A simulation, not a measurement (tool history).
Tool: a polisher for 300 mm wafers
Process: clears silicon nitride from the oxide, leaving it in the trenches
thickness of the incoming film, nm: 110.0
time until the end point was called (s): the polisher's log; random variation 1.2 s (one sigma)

run  hour  flow of slurry (ml/min)  pressure of the wafer on the pad (kPa)  speed of the pad under the wafer (cm/s)  overpolish time after the end point (s)  time until the end point was called (s)
  1   0.0                      280                                    11.7                                      118                                       33                                  135.380
  2   7.7                      280                                    13.1                                      122                                       33                                  112.480
  3   8.4                      280                                    14.5                                      122                                       33                                  106.240
  4  17.0                      280                                    13.1                                      122                                       33                                  116.340
  5  20.5                      280                                    14.5                                      126                                       33                                  101.310
  6  28.7                      280                                    14.5                                      100                                       33                                  124.460
  7  34.3                      280                                    15.2                                      108                                       33                                  112.620
  8  42.0                      280                                    15.9                                      116                                       33                                  103.160
  9  45.7                      280                                    16.5                                      124                                       33                                   89.656
 10  52.0                      280                                    17.2                                      128                                       33                                   82.741
 11  57.5                      280                                    17.2                                      130                                       33                                   84.523
 12  65.0                      280                                    17.2                                      134                                       33                                   78.421
 13  72.5                      280                                    17.2                                      136                                       33                                   80.909

The next listed run, before its measurement:
 14  75.9                      280                                    17.2                                      140                                       33                                        ?

time until the end point was called (s): 75.906
